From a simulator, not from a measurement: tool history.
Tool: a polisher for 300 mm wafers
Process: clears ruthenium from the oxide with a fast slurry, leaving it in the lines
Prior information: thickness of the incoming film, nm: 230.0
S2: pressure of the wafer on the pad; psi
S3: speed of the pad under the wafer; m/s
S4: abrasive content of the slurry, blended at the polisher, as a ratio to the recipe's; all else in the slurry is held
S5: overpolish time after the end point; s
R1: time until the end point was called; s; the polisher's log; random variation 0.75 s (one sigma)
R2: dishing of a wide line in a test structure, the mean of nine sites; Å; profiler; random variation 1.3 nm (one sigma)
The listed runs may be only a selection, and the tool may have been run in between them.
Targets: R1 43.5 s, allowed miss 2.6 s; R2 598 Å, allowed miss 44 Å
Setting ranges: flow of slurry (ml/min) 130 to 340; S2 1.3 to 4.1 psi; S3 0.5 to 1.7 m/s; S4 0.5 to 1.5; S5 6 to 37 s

Run 1, hour 0: flow of slurry (ml/min) 220, S2 2.7 psi, S3 1.1 m/s, S4 1, S5 19 s. Result: R1 54.435 s, R2 595.59 Å.
Run 2, hour 0.5: flow of slurry (ml/min) 270, S2 2.7 psi, S3 1.1 m/s, S4 1, S5 19 s. Result: R1 52.479 s, R2 603.85 Å.
Run 3, hour 4.1: flow of slurry (ml/min) 320, S2 2.7 psi, S3 1.1 m/s, S4 1, S5 19 s. Result: R1 52.281 s, R2 632.43 Å.
Run 4, hour 8.7: flow of slurry (ml/min) 320, S2 2.8 psi, S3 1.1 m/s, S4 1, S5 18 s. Result: R1 51.853 s, R2 622.36 Å.
Run 5, hour 15.6: flow of slurry (ml/min) 320, S2 2.2 psi, S3 1.1 m/s, S4 1, S5 18 s. Result: R1 65.028 s, R2 482.3 Å.
Run 6, hour 17.5: flow of slurry (ml/min) 320, S2 2.2 psi, S3 1.1 m/s, S4 0.8, S5 18 s. Result: R1 74.745 s, R2 429.45 Å.
Run 7, hour 18.9: flow of slurry (ml/min) 320, S2 2.9 psi, S3 1.16 m/s, S4 0.8, S5 15 s. Result: R1 55.234 s, R2 481.8 Å.
Run 8, hour 22.3: flow of slurry (ml/min) 320, S2 3.1 psi, S3 1.16 m/s, S4 0.8, S5 15 s. Result: R1 52.051 s, R2 496.29 Å.
Run 9, hour 27.7: flow of slurry (ml/min) 320, S2 3.2 psi, S3 1.16 m/s, S4 0.8, S5 15 s. Result: R1 51.352 s, R2 514.51 Å.
Run 10, hour 30.5: flow of slurry (ml/min) 320, S2 3.2 psi, S3 1.16 m/s, S4 0.8, S5 15 s. Result: R1 51.498 s, R2 534 Å.
Run 11, hour 35.7: flow of slurry (ml/min) 320, S2 3.3 psi, S3 1.18 m/s, S4 0.8, S5 15 s. Result: R1 47.306 s, R2 520.99 Å.
Run 12, hour 42.6: flow of slurry (ml/min) 320, S2 3.3 psi, S3 1.18 m/s, S4 0.8, S5 15 s. Result: R1 48.847 s, R2 541.45 Å.
Run 13, hour 51.4: flow of slurry (ml/min) 320, S2 3.4 psi, S3 1.18 m/s, S4 0.8, S5 15 s. Result: R1 47.257 s, R2 541.62 Å.
Run 14, hour 60: flow of slurry (ml/min) 320, S2 3.4 psi, S3 1.18 m/s, S4 0.8, S5 15 s. Result: R1 48.071 s, R2 566.35 Å.
Run 15, hour 65.6: flow of slurry (ml/min) 320, S2 3.5 psi, S3 1.18 m/s, S4 0.8, S5 15 s. Result: R1 47.658 s, R2 561.27 Å.

4 next moves are on the table. One of them brings every result within its allowed miss. Which?
Run A, hour 71.2: flow of slurry (ml/min) 315, S2 3.8 psi, S3 1.14 m/s, S4 0.8, S5 15 s. Result: R1 ?, R2 ?.
Run B, hour 71.2: flow of slurry (ml/min) 340, S2 2.3 psi, S3 1.22 m/s, S4 1.05, S5 15 s. Result: R1 ?, R2 ?.
Run C, hour 71.2: flow of slurry (ml/min) 330, S2 3.4 psi, S3 0.88 m/s, S4 0.9, S5 21 s. Result: R1 ?, R2 ?.
Run D, hour 71.2: flow of slurry (ml/min) 305, S2 3.8 psi, S3 0.88 m/s, S4 0.85, S5 16 s. Result: R1 ?, R2 ?.

move      R1      R2
   A  42.647  574.32
   B  54.085  466.92
   C  50.554  660.96
   D  47.731  551.07
A: every result within its allowed miss
B: further off than the last run
C: further off than the last run
D: no better and no worse than the last run
Answer: A
